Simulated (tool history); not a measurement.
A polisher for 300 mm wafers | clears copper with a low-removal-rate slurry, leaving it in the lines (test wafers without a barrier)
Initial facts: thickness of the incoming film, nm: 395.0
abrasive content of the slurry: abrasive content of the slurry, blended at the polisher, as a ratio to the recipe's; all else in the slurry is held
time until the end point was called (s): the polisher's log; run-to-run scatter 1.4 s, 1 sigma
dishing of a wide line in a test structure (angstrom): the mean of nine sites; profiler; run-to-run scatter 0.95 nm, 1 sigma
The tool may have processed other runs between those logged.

run	hour	flow of slurry (ml/min)	pressure of the wafer on the pad (psi)	speed of the pad under the wafer (cm/s)	abrasive content of the slurry	overpolish time after the end point (s)	time until the end point was called (s)	dishing of a wide line in a test structure (angstrom)
1	0	265	3.3	106	1	10	125.67	211.76
2	4.5	330	3.3	106	1	10	124.14	218.49
3	11.4	330	2.8	106	1	10	142.54	185.62
4	13.8	330	3.1	106	1	10	131.64	199.38
5	21	330	3.1	106	1	8	130.45	172.25
6	21.8	330	3.3	108	1	9	119.73	202.39
7	29.4	330	3.5	108	1	10	115.55	233.79
8	30.4	330	3.7	108	1	10	104.51	239.84
9	36.4	330	3.8	108	1	11	107.08	270.15

What does the tool deliver on the next run?
10	42.2	330	4	108	1	11	?	?

time until the end point was called (s): 99.382
dishing of a wide line in a test structure (angstrom): 270.07

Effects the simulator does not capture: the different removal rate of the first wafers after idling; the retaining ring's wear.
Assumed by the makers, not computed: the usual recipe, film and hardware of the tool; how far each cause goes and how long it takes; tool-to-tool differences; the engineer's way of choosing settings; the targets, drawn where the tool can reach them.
